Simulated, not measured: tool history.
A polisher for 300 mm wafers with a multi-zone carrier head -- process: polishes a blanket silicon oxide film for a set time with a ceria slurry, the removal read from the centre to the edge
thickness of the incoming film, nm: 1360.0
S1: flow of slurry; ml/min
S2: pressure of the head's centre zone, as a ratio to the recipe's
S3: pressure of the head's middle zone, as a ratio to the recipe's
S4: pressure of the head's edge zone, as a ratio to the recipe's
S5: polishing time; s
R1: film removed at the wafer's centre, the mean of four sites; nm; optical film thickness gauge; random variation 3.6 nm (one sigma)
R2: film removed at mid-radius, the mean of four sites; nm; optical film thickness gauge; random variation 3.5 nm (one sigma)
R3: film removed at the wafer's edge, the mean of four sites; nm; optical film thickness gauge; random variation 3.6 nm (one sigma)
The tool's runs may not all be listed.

| run | hour | S1 | S2 | S3 | S4 | S5 | R1 | R2 | R3 |
|---|---|---|---|---|---|---|---|---|---|
| 1 | 0.0 | 125 | 1.00 | 1.00 | 1.00 | 71 | 315.22 | 303.79 | 303.32 |
| 2 | 8.6 | 105 | 1.00 | 1.00 | 1.00 | 71 | 294.21 | 288.98 | 296.46 |
| 3 | 14.4 | 115 | 1.02 | 1.01 | 1.02 | 72 | 314.22 | 304.15 | 306.20 |
| 4 | 16.2 | 145 | 1.02 | 1.01 | 1.02 | 72 | 334.45 | 321.60 | 323.64 |
| 5 | 23.1 | 145 | 1.10 | 1.01 | 1.02 | 72 | 367.51 | 322.14 | 320.95 |
| 6 | 24.7 | 145 | 1.06 | 1.01 | 1.02 | 72 | 349.47 | 320.47 | 323.44 |
| 7 | 29.6 | 180 | 1.16 | 1.09 | 1.09 | 87 | 479.95 | 432.86 | 410.56 |
| 8 | 38.0 | 180 | 1.16 | 1.09 | 1.08 | 87 | 481.99 | 433.48 | 415.12 |
| 9 | 43.1 | 180 | 1.16 | 1.09 | 1.07 | 87 | 477.00 | 429.63 | 410.25 |
| 10 | 49.5 | 180 | 1.16 | 1.09 | 1.05 | 88 | 486.65 | 432.55 | 413.87 |

Run 11, settings as shown, results not yet in. Your forecast:
|  | 51.6 | worn pad replaced by a new one |
| 11 | 51.6 | 180 | 1.16 | 1.09 | 1.03 | 88 | ? | ? | ? |

R1: 540.87 nm
R2: 485.26 nm
R3: 443.77 nm

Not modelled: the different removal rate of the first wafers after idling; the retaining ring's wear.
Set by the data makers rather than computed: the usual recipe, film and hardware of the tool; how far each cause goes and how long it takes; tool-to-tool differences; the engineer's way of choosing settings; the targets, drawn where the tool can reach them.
